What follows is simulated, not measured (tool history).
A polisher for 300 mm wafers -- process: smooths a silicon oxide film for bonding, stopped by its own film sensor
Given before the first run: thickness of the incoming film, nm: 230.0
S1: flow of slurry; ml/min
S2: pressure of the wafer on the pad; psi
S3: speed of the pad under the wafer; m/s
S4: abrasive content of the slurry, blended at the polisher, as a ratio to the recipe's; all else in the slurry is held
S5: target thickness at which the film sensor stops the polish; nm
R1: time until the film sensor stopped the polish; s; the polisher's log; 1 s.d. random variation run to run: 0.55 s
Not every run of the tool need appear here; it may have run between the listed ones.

{"run": 1, "hour": 0.0, "S1": 185, "S2": 1.4, "S3": 0.84, "S4": 1, "S5": 206, "R1": 60.791}
{"run": 2, "hour": 5.4, "S1": 185, "S2": 1.4, "S3": 1.04, "S4": 1, "S5": 206, "R1": 55.578}
{"run": 3, "hour": 11.7, "S1": 185, "S2": 1.5, "S3": 1.06, "S4": 1, "S5": 206, "R1": 52.315}
{"run": 4, "hour": 14.1, "S1": 165, "S2": 1.5, "S3": 1.06, "S4": 1, "S5": 206, "R1": 52.712}
{"run": 5, "hour": 14.7, "S1": 165, "S2": 1.5, "S3": 1.06, "S4": 1, "S5": 206, "R1": 53.607}
{"run": 6, "hour": 16.1, "S1": 165, "S2": 1.2, "S3": 1.06, "S4": 1, "S5": 206, "R1": 62.843}
{"run": 7, "hour": 18.7, "S1": 165, "S2": 1.2, "S3": 1.06, "S4": 1, "S5": 206, "R1": 64.727}
{"run": 8, "hour": 22.6, "S1": 175, "S2": 1.4, "S3": 1.08, "S4": 1, "S5": 206, "R1": 55.5}

The next listed run, before its measurement:
{"run": 9, "hour": 25.8, "S1": 180, "S2": 1.6, "S3": 1.1, "S4": 1, "S5": 206, "R1": "?"}

R1: 50.2 s
